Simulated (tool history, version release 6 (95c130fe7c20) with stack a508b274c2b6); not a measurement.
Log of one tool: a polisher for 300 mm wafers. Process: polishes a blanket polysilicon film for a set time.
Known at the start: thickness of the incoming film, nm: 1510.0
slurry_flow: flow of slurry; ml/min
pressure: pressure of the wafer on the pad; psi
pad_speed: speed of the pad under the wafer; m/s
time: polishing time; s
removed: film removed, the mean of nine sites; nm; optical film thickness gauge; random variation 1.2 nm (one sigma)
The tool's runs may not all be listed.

run,hour,slurry_flow,pressure,pad_speed,time,removed
1,0.0,315,2.4,1.06,47,290.87
2,1.1,385,2.4,1.06,47,291.54
3,6.1,385,2.4,1.20,47,325.69
4,8.2,385,2.1,1.10,47,268.12
5,15.6,385,2.1,1.10,42,240.14
6,16.8,385,1.9,1.06,42,214.43

Run 7 comes next. What will it give?
7,18.3,385,1.7,1.04,42,?

{"run 7": {"removed": 189.73}}

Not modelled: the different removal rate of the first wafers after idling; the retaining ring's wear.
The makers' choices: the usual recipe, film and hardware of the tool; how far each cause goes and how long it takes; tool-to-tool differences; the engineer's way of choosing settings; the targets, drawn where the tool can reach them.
